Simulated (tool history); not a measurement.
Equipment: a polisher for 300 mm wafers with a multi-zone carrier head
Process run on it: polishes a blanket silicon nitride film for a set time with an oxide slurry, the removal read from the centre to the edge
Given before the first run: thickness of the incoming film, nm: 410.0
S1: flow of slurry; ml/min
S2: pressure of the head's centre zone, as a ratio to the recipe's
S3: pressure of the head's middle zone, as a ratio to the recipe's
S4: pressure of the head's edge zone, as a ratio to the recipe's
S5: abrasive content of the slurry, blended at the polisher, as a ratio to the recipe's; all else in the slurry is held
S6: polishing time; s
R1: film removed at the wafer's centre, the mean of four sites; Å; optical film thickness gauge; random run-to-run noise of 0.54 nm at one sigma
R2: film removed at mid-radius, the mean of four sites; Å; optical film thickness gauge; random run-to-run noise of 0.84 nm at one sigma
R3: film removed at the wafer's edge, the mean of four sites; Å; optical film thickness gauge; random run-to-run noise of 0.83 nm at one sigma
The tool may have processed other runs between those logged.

run    day   S1    S2    S3    S4   S5  S6      R1      R2      R3
  1  0.000  170  1.00  1.00  1.00  1.0  77  499.39  505.16  493.09
  2  0.371  175  1.01  1.00  1.01  1.0  77  501.37  502.65  492.55
  3  0.638  175  1.09  1.00  1.01  1.0  77  538.41  501.90  505.13
  4  0.667  155  1.09  1.00  1.01  1.0  77  521.81  487.13  509.13
  5  1.038  155  1.09  1.00  1.01  1.0  94  638.11  609.53  605.51
  6  1.367  155  1.09  1.00  1.00  1.0  94  636.48  599.28  602.20
     1.488  -- worn pad replaced by a new one
  7  1.488  155  1.09  1.00  1.00  1.0  94  690.29  647.82  652.28
  8  1.567  155  1.09  1.00  1.00  1.0  94  695.86  644.85  640.02

Forecast run 9:
  9  1.600  160  1.09  0.99  1.00  1.0  94   ?   ?   ?

Run 9 measured R1 692.61 Å, R2 644.16 Å, R3 649.74 Å.

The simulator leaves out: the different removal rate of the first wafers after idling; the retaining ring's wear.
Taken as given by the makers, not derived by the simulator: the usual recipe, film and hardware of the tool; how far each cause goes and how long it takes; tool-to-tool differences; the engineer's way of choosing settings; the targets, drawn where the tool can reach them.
